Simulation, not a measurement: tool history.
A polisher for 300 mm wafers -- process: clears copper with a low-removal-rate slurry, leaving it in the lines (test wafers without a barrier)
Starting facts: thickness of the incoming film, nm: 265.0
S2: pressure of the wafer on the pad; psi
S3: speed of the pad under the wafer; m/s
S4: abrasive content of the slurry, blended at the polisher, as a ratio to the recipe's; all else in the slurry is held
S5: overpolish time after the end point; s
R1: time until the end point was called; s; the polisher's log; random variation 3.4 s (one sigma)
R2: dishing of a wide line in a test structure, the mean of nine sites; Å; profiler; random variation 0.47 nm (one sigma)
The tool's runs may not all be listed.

run 1 hour=0 | flow_of_slurry_(ml/min)=165 S2=3.4 S3=0.82 S4=1 S5=28 | R1=85.093 R2=439.98
run 2 hour=5.1 | flow_of_slurry_(ml/min)=165 S2=3.4 S3=0.7 S4=1 S5=28 | R1=104.05 R2=391.28
run 3 hour=11.7 | flow_of_slurry_(ml/min)=165 S2=3.4 S3=0.7 S4=1 S5=16 | R1=101.74 R2=247.38
run 4 hour=19.6 | flow_of_slurry_(ml/min)=165 S2=3.4 S3=0.7 S4=1.2 S5=16 | R1=96.094 R2=249.4
run 5 hour=25.1 | flow_of_slurry_(ml/min)=165 S2=3.9 S3=0.7 S4=1.2 S5=16 | R1=81.573 R2=282.26
run 6 hour=26 | flow_of_slurry_(ml/min)=155 S2=3.2 S3=0.7 S4=1.15 S5=21 | R1=105.8 R2=301.11
run 7 hour=27.6 | flow_of_slurry_(ml/min)=150 S2=2.7 S3=0.68 S4=1.15 S5=23 | R1=124.57 R2=280.72
run 8 hour=30.2 | flow_of_slurry_(ml/min)=145 S2=2.4 S3=0.66 S4=1.1 S5=25 | R1=144.04 R2=254.18
run 9 hour=38.3 | flow_of_slurry_(ml/min)=145 S2=2.1 S3=0.64 S4=1.1 S5=28 | R1=171.95 R2=250.53
run 10 hour=39.6 | flow_of_slurry_(ml/min)=145 S2=2 S3=0.64 S4=1.1 S5=30 | R1=176.77 R2=252.39
run 11 hour=42.1 | flow_of_slurry_(ml/min)=145 S2=1.9 S3=0.64 S4=1.1 S5=32 | R1=192.88 R2=255.26

Run 12 is up next; what results do you expect?
run 12 hour=50.4 | flow_of_slurry_(ml/min)=145 S2=1.9 S3=0.64 S4=1.1 S5=33 | R1=? R2=?

R1: 183.86 s
R2: 265.17 Å
